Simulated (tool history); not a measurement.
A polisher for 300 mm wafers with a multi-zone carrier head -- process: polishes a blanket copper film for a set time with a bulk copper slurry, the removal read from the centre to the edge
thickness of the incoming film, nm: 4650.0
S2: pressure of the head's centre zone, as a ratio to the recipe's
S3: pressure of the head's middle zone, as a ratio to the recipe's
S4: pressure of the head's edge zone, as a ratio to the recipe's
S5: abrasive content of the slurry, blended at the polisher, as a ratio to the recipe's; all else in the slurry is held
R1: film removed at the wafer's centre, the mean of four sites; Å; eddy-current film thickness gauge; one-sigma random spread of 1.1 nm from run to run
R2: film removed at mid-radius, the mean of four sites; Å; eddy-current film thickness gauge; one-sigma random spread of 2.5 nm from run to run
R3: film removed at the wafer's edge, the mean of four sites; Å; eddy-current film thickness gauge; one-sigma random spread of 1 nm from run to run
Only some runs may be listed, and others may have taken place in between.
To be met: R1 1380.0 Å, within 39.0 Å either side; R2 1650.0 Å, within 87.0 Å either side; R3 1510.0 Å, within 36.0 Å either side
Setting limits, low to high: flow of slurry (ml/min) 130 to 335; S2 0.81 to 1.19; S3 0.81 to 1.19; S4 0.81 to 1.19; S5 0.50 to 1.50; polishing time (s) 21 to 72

{"run": 1, "day": 0.0, "flow of slurry (ml/min)": 215, "S2": 1.0, "S3": 1.0, "S4": 1.0, "S5": 1.0, "polishing time (s)": 46, "R1": 2505.2, "R2": 2444.0, "R3": 2502.8}
{"run": 2, "day": 0.092, "flow of slurry (ml/min)": 215, "S2": 1.0, "S3": 1.0, "S4": 1.0, "S5": 1.15, "polishing time (s)": 46, "R1": 2588.0, "R2": 2504.9, "R3": 2618.5}
{"run": 3, "day": 0.304, "flow of slurry (ml/min)": 215, "S2": 1.0, "S3": 1.0, "S4": 1.0, "S5": 1.15, "polishing time (s)": 42, "R1": 2394.4, "R2": 2378.1, "R3": 2394.1}
{"run": 4, "day": 0.475, "flow of slurry (ml/min)": 215, "S2": 0.96, "S3": 1.0, "S4": 1.0, "S5": 1.15, "polishing time (s)": 42, "R1": 2278.8, "R2": 2311.3, "R3": 2406.9}
{"run": 5, "day": 0.733, "flow of slurry (ml/min)": 210, "S2": 0.95, "S3": 1.0, "S4": 0.98, "S5": 1.1, "polishing time (s)": 41, "R1": 2184.0, "R2": 2297.5, "R3": 2266.7}
{"run": 6, "day": 0.783, "flow of slurry (ml/min)": 210, "S2": 0.95, "S3": 1.0, "S4": 0.92, "S5": 1.1, "polishing time (s)": 41, "R1": 2188.9, "R2": 2227.0, "R3": 2208.0}
{"run": 7, "day": 1.104, "flow of slurry (ml/min)": 205, "S2": 0.94, "S3": 1.0, "S4": 0.91, "S5": 1.05, "polishing time (s)": 40, "R1": 2100.1, "R2": 2165.1, "R3": 2127.6}
{"run": 8, "day": 1.183, "flow of slurry (ml/min)": 200, "S2": 0.93, "S3": 1.0, "S4": 0.9, "S5": 1.0, "polishing time (s)": 39, "R1": 1950.6, "R2": 2087.8, "R3": 2020.7}

Of the 5 settings listed for the next run, only one would bring every result within its allowed miss of target. Which one?
{"run": "A", "day": 1.262, "flow of slurry (ml/min)": 215, "S2": 0.85, "S3": 1.05, "S4": 0.85, "S5": 0.95, "polishing time (s)": 30, "R1": "?", "R2": "?", "R3": "?"}
{"run": "B", "day": 1.262, "flow of slurry (ml/min)": 205, "S2": 0.81, "S3": 1.0, "S4": 0.94, "S5": 0.9, "polishing time (s)": 29, "R1": "?", "R2": "?", "R3": "?"}
{"run": "C", "day": 1.262, "flow of slurry (ml/min)": 170, "S2": 0.87, "S3": 1.03, "S4": 0.88, "S5": 1.0, "polishing time (s)": 58, "R1": "?", "R2": "?", "R3": "?"}
{"run": "D", "day": 1.262, "flow of slurry (ml/min)": 205, "S2": 0.92, "S3": 1.05, "S4": 0.86, "S5": 1.0, "polishing time (s)": 31, "R1": "?", "R2": "?", "R3": "?"}
{"run": "E", "day": 1.262, "flow of slurry (ml/min)": 205, "S2": 0.9, "S3": 1.1, "S4": 0.95, "S5": 0.85, "polishing time (s)": 28, "R1": "?", "R2": "?", "R3": "?"}

move=A R1=1405.5 R2=1663.7 R3=1497.7
move=B R1=1267.2 R2=1527.4 R3=1483.7
move=C R1=2697.3 R2=3094.2 R3=2891.5
move=D R1=1580.1 R2=1727.7 R3=1566.1
move=E R1=1342.9 R2=1547.7 R3=1418.0
A: all results in spec
B: pushes the last run's worst result past its target
C: moves away from the targets compared with the last run
D: better than the last run, though not everything is in spec
E: puts the biggest miss on target and leaves a different result outside tolerance
Answer: A
